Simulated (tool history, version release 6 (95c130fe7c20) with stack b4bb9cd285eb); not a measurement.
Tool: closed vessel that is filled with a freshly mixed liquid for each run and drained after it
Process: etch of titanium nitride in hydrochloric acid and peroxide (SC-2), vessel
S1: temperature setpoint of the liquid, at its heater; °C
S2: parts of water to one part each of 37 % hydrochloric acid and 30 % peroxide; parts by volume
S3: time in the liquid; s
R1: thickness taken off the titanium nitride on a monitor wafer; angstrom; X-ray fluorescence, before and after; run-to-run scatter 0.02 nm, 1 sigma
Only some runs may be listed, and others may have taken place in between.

run 1 hour=0 | S1=61 S2=6 S3=170 | R1=68.685
run 2 hour=3.3 | S1=61 S2=4 S3=170 | R1=92.309
run 3 hour=9.2 | S1=61 S2=4 S3=170 | R1=90.774
run 4 hour=16.2 | S1=61 S2=4 S3=120 | R1=64.745
run 5 hour=23.5 | S1=63.5 S2=4 S3=120 | R1=75.176
run 6 hour=25.6 | S1=69 S2=4 S3=120 | R1=104.07
run 7 hour=33.5 | S1=62 S2=4.5 S3=120 | R1=63.449
run 8 hour=41.2 | S1=57.5 S2=4.5 S3=120 | R1=47.806

For run 9, what comes out?
run 9 hour=48.2 | S1=57.5 S2=4.5 S3=120 | R1=?

{"run 9": {"R1": 47.593}}
